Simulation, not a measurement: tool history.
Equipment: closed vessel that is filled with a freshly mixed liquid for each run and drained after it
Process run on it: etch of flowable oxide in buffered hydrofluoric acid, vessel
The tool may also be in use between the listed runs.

run,day,temperature setpoint of the liquid (°C),parts of 40 % ammonium fluoride to one part of 49 % hydrofluoric acid (parts by volume),time in the liquid (s),thickness taken off the flowable oxide on a monitor wafer (nm)
1,0.000,25.0,17.5,85,354.95
2,0.204,25.0,17.5,95,396.35
3,0.258,23.5,17.5,95,364.85
4,0.412,23.5,17.5,95,367.57
5,0.446,25.5,17.5,95,406.65
6,0.779,25.5,15.5,95,456.44
7,0.838,25.5,15.5,95,455.08
# day 0.896: hydrofluoric acid flow meter replaced
8,0.896,25.5,15.5,95,433.11
9,1.200,21.5,16.5,95,328.79
10,1.342,21.0,16.5,95,321.26

What does the tool deliver on the next run?
11,1.492,20.5,16.5,95,?

thickness taken off the flowable oxide on a monitor wafer (nm): 307.88

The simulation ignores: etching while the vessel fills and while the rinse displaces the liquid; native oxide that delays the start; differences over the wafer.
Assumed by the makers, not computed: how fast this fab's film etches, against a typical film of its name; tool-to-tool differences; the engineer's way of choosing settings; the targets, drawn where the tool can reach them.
